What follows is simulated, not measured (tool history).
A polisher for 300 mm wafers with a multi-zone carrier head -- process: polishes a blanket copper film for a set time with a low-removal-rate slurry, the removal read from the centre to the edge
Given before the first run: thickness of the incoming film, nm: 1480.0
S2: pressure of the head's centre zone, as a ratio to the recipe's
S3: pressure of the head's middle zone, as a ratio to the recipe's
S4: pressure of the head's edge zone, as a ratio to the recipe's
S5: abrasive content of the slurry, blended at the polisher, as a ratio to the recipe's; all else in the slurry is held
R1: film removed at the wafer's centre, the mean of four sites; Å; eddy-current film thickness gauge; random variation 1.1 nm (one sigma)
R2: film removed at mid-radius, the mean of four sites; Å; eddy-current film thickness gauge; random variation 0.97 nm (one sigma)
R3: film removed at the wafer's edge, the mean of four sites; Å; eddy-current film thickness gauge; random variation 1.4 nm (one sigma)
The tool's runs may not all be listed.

Run 1, day 0: flow of slurry (ml/min) 240, S2 1, S3 1, S4 1, S5 1, polishing time (s) 68. Result: R1 1970.7 Å, R2 2099.3 Å, R3 1926.1 Å.
Run 2, day 0.1: flow of slurry (ml/min) 240, S2 1, S3 1, S4 1, S5 1, polishing time (s) 59. Result: R1 1701.3 Å, R2 1824.7 Å, R3 1666.7 Å.
Run 3, day 0.35: flow of slurry (ml/min) 240, S2 0.92, S3 1, S4 1, S5 1, polishing time (s) 59. Result: R1 1637.5 Å, R2 1816.3 Å, R3 1721.4 Å.
Run 4, day 0.504: flow of slurry (ml/min) 230, S2 0.91, S3 0.99, S4 0.98, S5 0.95, polishing time (s) 56. Result: R1 1488.2 Å, R2 1688 Å, R3 1572.8 Å.
Run 5, day 0.588: flow of slurry (ml/min) 175, S2 0.91, S3 0.99, S4 0.98, S5 0.95, polishing time (s) 56. Result: R1 1421.4 Å, R2 1615.8 Å, R3 1558.8 Å.
Run 6, day 0.638: flow of slurry (ml/min) 145, S2 0.91, S3 0.99, S4 0.98, S5 0.95, polishing time (s) 56. Result: R1 1396.2 Å, R2 1567.3 Å, R3 1547.6 Å.
Run 7, day 0.658: flow of slurry (ml/min) 145, S2 0.9, S3 0.98, S4 0.97, S5 0.9, polishing time (s) 53. Result: R1 1297.9 Å, R2 1482.4 Å, R3 1412.3 Å.
Run 8, day 1: flow of slurry (ml/min) 145, S2 0.89, S3 0.96, S4 0.98, S5 0.85, polishing time (s) 50. Result: R1 1157.8 Å, R2 1312.3 Å, R3 1338.2 Å.
Run 9, day 1.296: flow of slurry (ml/min) 150, S2 0.89, S3 0.95, S4 0.97, S5 0.8, polishing time (s) 49. Result: R1 1124.1 Å, R2 1286.5 Å, R3 1278.4 Å.
Run 10, day 1.333: flow of slurry (ml/min) 150, S2 0.89, S3 0.94, S4 0.96, S5 0.75, polishing time (s) 48. Result: R1 1128.6 Å, R2 1244.9 Å, R3 1222.1 Å.

The next listed run, before its measurement:
Run 11, day 1.579: flow of slurry (ml/min) 150, S2 0.89, S3 0.94, S4 0.96, S5 0.75, polishing time (s) 48. Result: R1 ?, R2 ?, R3 ?.

R1: 1118.7 Å
R2: 1230.8 Å
R3: 1241.4 Å

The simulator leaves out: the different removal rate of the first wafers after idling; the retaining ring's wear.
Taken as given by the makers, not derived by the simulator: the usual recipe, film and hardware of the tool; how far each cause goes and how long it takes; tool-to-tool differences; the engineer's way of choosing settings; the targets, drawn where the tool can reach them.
